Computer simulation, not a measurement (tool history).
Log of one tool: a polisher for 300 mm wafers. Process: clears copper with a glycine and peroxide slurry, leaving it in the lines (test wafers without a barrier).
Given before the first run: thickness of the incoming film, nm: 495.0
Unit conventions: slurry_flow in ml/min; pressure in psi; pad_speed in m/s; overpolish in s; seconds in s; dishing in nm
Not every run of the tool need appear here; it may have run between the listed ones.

| run | hour | slurry_flow | pressure | pad_speed | overpolish | seconds | dishing |
|---|---|---|---|---|---|---|---|
| 1 | 0 | 150 | 2.9 | 1.24 | 27 | 75.842 | 91.088 |
| 2 | 6.1 | 150 | 3.3 | 1.24 | 27 | 68.542 | 103.74 |
| 3 | 11.2 | 150 | 3.1 | 1.24 | 25 | 73.089 | 89.789 |
| 4 | 15.7 | 150 | 3 | 1.24 | 24 | 74.64 | 87.95 |
| 5 | 23.2 | 150 | 2.9 | 1.24 | 22 | 77.91 | 82.697 |
| 6 | 26.6 | 150 | 2.9 | 1.24 | 20 | 75.656 | 78.885 |
| 7 | 33.8 | 145 | 2.8 | 1.24 | 19 | 79.282 | 74.028 |

Predict the results of run 8:
| 8 | 37.2 | 140 | 2.8 | 1.24 | 18 | ? | ? |

{"run 8": {"seconds": 79.846, "dishing": 69.274}}
